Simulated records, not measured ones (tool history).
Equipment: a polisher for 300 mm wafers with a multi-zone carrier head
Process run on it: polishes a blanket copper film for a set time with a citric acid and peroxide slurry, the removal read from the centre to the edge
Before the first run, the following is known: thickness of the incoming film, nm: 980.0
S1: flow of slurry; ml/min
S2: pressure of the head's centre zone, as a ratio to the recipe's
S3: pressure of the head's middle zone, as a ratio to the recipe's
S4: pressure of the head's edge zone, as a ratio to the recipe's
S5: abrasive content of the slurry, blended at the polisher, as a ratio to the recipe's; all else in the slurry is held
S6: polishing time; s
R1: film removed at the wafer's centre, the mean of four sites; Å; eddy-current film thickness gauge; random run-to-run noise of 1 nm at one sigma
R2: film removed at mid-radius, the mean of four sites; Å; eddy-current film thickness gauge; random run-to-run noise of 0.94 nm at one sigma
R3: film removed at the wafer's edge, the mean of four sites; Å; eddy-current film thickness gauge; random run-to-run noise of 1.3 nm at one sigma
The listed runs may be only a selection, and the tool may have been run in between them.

Run 1, hour 0.0: S1 170 ml/min, S2 1.00, S3 1.00, S4 1.00, S5 1.00, S6 62 s. Result: R1 1072.2 Å, R2 1066.2 Å, R3 1088.3 Å.
Run 2, hour 3.0: S1 170 ml/min, S2 1.00, S3 1.00, S4 1.00, S5 1.00, S6 76 s. Result: R1 1296.3 Å, R2 1308.8 Å, R3 1313.6 Å.
Run 3, hour 7.2: S1 185 ml/min, S2 0.99, S3 0.99, S4 1.06, S5 1.05, S6 76 s. Result: R1 1309.2 Å, R2 1335.2 Å, R3 1401.6 Å.
Run 4, hour 14.8: S1 185 ml/min, S2 0.99, S3 0.99, S4 1.00, S5 1.05, S6 76 s. Result: R1 1331.0 Å, R2 1324.8 Å, R3 1364.1 Å.
Run 5, hour 18.0: S1 195 ml/min, S2 0.98, S3 0.98, S4 1.03, S5 1.10, S6 76 s. Result: R1 1330.5 Å, R2 1341.7 Å, R3 1395.3 Å.
Run 6, hour 25.6: S1 195 ml/min, S2 0.98, S3 0.93, S4 1.03, S5 1.10, S6 76 s. Result: R1 1319.5 Å, R2 1287.6 Å, R3 1413.1 Å.
Run 7, hour 32.7: S1 205 ml/min, S2 0.98, S3 0.93, S4 1.05, S5 1.10, S6 76 s. Result: R1 1329.6 Å, R2 1300.4 Å, R3 1418.8 Å.
Run 8, hour 33.4: S1 215 ml/min, S2 0.98, S3 0.93, S4 1.08, S5 1.15, S6 76 s. Result: R1 1334.4 Å, R2 1315.8 Å, R3 1463.6 Å.

Run 9 comes next. What will it give?
Run 9, hour 36.5: S1 220 ml/min, S2 0.98, S3 0.93, S4 1.09, S5 1.15, S6 76 s. Result: R1 ?, R2 ?, R3 ?.

Logged for run 9: R1 1353.8 Å, R2 1312.5 Å, R3 1474.6 Å.
